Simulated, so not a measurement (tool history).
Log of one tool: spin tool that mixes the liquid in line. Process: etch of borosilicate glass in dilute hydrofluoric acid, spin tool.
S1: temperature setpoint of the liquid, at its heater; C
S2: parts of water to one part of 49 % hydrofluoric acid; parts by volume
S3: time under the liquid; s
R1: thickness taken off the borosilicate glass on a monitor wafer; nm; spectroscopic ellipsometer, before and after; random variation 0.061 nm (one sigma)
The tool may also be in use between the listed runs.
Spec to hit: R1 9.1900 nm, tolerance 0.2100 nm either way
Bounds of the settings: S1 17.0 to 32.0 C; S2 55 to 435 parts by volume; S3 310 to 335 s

run  hour    S1   S2   S3       R1
  1   0.0  24.0  245  310  21.0920
  2   7.2  24.0  245  335  22.6480
  3  10.4  23.0  265  335  19.6920
  4  14.6  22.0  280  335  17.8990
  5  20.7  22.0  280  310  16.5490
  6  29.1  21.0  295  310  14.7630
  7  34.0  20.5  310  310  13.9200
  8  41.4  20.0  325  310  12.5840
  9  43.9  19.5  335  310  11.9560
 10  45.5  19.0  345  310  11.3630
 11  50.9  19.0  345  310  11.2850
 12  58.1  18.5  350  310  11.0060
 13  59.6  18.5  355  310  10.9090
 14  62.9  18.5  360  310  10.5550
 15  68.0  18.5  365  310  10.3480
 16  69.9  18.5  370  310  10.1440

Consider the 4 candidate settings below. Which is the only one whose results all fall within their allowed miss of target?
  A  71.8  19.5  370  310   ?
  B  71.8  18.5  340  310   ?
  C  71.8  17.0  400  325   ?
  D  71.8  18.5  420  310   ?

move       R1
   A  10.5390
   B  11.3450
   C   9.1226
   D   8.6058
A: further off than the last run
B: further off than the last run
C: in spec on every target
D: takes the result that was furthest off past its target
Move C is the one to make.

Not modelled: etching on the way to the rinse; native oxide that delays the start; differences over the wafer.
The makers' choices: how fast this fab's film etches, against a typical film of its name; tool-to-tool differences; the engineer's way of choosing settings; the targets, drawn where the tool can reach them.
